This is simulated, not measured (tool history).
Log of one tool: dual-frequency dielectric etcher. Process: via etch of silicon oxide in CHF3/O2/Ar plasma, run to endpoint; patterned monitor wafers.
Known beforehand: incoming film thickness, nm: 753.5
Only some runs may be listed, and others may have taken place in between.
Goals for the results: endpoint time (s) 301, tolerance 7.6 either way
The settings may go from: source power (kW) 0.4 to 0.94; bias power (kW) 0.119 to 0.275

run 1 hour=0 | source_power_(kW)=0.67 bias_power_(kW)=0.197 | endpoint_time_(s)=348.35
run 2 hour=5.9 | source_power_(kW)=0.61 bias_power_(kW)=0.197 | endpoint_time_(s)=354.32
run 3 hour=11.5 | source_power_(kW)=0.61 bias_power_(kW)=0.17 | endpoint_time_(s)=379.49
run 4 hour=16.3 | source_power_(kW)=0.66 bias_power_(kW)=0.17 | endpoint_time_(s)=370.16
run 5 hour=17.5 | source_power_(kW)=0.72 bias_power_(kW)=0.184 | endpoint_time_(s)=351.52
run 6 hour=18.4 | source_power_(kW)=0.72 bias_power_(kW)=0.171 | endpoint_time_(s)=363.45
run 7 hour=26.7 | source_power_(kW)=0.76 bias_power_(kW)=0.187 | endpoint_time_(s)=345.79
run 8 hour=34.7 | source_power_(kW)=0.79 bias_power_(kW)=0.2 | endpoint_time_(s)=334.1
run 9 hour=37.9 | source_power_(kW)=0.79 bias_power_(kW)=0.2 | endpoint_time_(s)=333.33
run 10 hour=44.2 | source_power_(kW)=0.82 bias_power_(kW)=0.209 | endpoint_time_(s)=325.07
run 11 hour=45.7 | source_power_(kW)=0.84 bias_power_(kW)=0.216 | endpoint_time_(s)=322.66
run 12 hour=50.6 | source_power_(kW)=0.86 bias_power_(kW)=0.224 | endpoint_time_(s)=313.85
run 13 hour=58.1 | source_power_(kW)=0.87 bias_power_(kW)=0.228 | endpoint_time_(s)=309.24

Which one of the following 4 next-run settings gets every result inside its allowed miss? There is exactly one.
run A hour=65.6 | source_power_(kW)=0.83 bias_power_(kW)=0.219 | endpoint_time_(s)=?
run B hour=65.6 | source_power_(kW)=0.82 bias_power_(kW)=0.227 | endpoint_time_(s)=?
run C hour=65.6 | source_power_(kW)=0.91 bias_power_(kW)=0.2 | endpoint_time_(s)=?
run D hour=65.6 | source_power_(kW)=0.83 bias_power_(kW)=0.251 | endpoint_time_(s)=?

move=A endpoint_time_(s)=319.74
move=B endpoint_time_(s)=315.92
move=C endpoint_time_(s)=324.91
move=D endpoint_time_(s)=302.32
A: misses by more than the last run did
B: misses by more than the last run did
C: misses by more than the last run did
D: every result lands within tolerance
Correct choice: D, which meets every target

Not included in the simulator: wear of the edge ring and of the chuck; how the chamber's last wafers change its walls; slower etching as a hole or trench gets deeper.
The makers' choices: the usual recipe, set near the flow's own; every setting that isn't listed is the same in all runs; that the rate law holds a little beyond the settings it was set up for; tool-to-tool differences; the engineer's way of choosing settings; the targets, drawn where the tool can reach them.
